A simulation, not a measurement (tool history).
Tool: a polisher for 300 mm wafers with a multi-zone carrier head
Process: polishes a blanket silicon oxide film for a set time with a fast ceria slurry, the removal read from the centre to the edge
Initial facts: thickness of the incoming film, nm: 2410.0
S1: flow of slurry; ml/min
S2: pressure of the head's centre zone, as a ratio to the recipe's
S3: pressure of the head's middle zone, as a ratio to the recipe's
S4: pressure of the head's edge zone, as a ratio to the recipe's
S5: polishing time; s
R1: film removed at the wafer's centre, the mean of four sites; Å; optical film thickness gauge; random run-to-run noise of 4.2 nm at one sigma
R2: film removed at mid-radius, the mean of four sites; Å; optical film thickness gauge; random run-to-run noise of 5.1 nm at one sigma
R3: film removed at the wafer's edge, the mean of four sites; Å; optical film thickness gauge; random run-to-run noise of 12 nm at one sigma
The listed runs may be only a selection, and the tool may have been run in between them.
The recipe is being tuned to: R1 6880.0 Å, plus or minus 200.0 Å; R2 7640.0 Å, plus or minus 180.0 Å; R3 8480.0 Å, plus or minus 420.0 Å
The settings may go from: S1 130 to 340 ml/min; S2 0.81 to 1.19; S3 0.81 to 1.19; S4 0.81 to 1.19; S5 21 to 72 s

| run | hour | S1 | S2 | S3 | S4 | S5 | R1 | R2 | R3 |
|---|---|---|---|---|---|---|---|---|---|
| 1 | 0.0 | 220 | 1.00 | 1.00 | 1.00 | 46 | 10164.0 | 10049.0 | 10094.0 |
| 2 | 6.1 | 210 | 0.96 | 0.98 | 1.00 | 45 | 9486.4 | 9567.3 | 10073.0 |
| 3 | 9.7 | 210 | 0.96 | 0.98 | 0.97 | 45 | 9572.7 | 9608.0 | 9861.9 |
| 4 | 16.1 | 205 | 0.93 | 0.97 | 0.97 | 43 | 8760.0 | 9043.4 | 9154.7 |
| 5 | 17.4 | 195 | 0.91 | 0.96 | 0.98 | 42 | 8283.3 | 8752.6 | 9016.0 |
| 6 | 19.2 | 195 | 0.91 | 0.96 | 1.06 | 42 | 8310.2 | 8647.3 | 9490.8 |
| 7 | 20.2 | 190 | 0.89 | 0.95 | 1.05 | 42 | 8022.9 | 8636.4 | 9465.7 |
| 8 | 22.5 | 165 | 0.82 | 0.85 | 0.95 | 39 | 6686.8 | 7073.5 | 8021.2 |
| 9 | 23.7 | 175 | 0.82 | 0.86 | 0.96 | 39 | 6758.4 | 7267.3 | 8193.4 |
| 10 | 25.9 | 180 | 0.82 | 0.86 | 0.96 | 39 | 6734.4 | 7270.6 | 8078.8 |
| 11 | 31.6 | 185 | 0.82 | 0.86 | 0.97 | 39 | 6822.5 | 7389.1 | 8157.1 |
| 12 | 32.8 | 185 | 0.82 | 0.86 | 0.97 | 39 | 6936.6 | 7280.0 | 8299.3 |
| 13 | 37.8 | 185 | 0.82 | 0.87 | 0.98 | 39 | 6885.6 | 7287.0 | 8391.9 |
| 14 | 39.7 | 185 | 0.82 | 0.88 | 0.98 | 39 | 6910.4 | 7351.7 | 8327.1 |

Consider the 4 candidate settings below. Which is the only one whose results all fall within their allowed miss of target?
| A | 41.6 | 200 | 0.83 | 0.84 | 0.99 | 38 | ? | ? | ? |
| B | 41.6 | 180 | 0.81 | 0.88 | 0.95 | 40 | ? | ? | ? |
| C | 41.6 | 160 | 0.81 | 0.82 | 1.02 | 41 | ? | ? | ? |
| D | 41.6 | 150 | 0.86 | 0.87 | 1.07 | 39 | ? | ? | ? |

| move | R1 | R2 | R3 |
|---|---|---|---|
| A | 6893.7 | 7105.6 | 8098.8 |
| B | 6947.0 | 7640.8 | 8250.1 |
| C | 6945.8 | 7231.2 | 8619.7 |
| D | 6917.5 | 7124.2 | 8310.6 |
A: further off than the last run
B: in spec on every target
C: further off than the last run
D: further off than the last run
Correct choice: B, which meets every target
